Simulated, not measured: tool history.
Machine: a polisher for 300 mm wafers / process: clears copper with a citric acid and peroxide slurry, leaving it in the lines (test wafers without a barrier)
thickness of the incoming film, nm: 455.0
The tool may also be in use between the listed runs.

run    day  flow of slurry (ml/min)  pressure of the wafer on the pad (kPa)  speed of the pad under the wafer (cm/s)  abrasive content of the slurry  overpolish time after the end point (s)  time until the end point was called (s)  dishing of a wide line in a test structure (nm)
  1      0                      265                                    20.7                                      132                               1                                        9                                   151.59                                           23.879
  2  0.312                      265                                    20.7                                      132                               1                                        6                                   152.59                                           15.511
  3  0.629                      265                                    22.1                                      132                               1                                        7                                   142.13                                            19.79
  4  0.975                      265                                    22.1                                      144                               1                                        7                                   133.56                                           20.684
  5  1.025                      265                                    22.1                                      144                             1.1                                        7                                   129.81                                           19.948
  6   1.15                      265                                    22.1                                      130                             1.1                                        7                                   140.24                                           18.968
  7  1.192                      260                                    23.4                                      130                            1.05                                        8                                   133.58                                           23.925
  8  1.542                      255                                    24.1                                      130                               1                                        8                                   130.01                                           23.365
  9  1.704                      255                                    24.8                                      130                               1                                        9                                   128.07                                           27.155
 10  1.946                      255                                    25.5                                      130                               1                                       10                                   127.53                                           28.249

The next listed run, before its measurement:
 11  2.233                      255                                    29.6                                      134                               1                                       14                                        ?                                                ?

time until the end point was called (s): 103.97
dishing of a wide line in a test structure (nm): 48.045
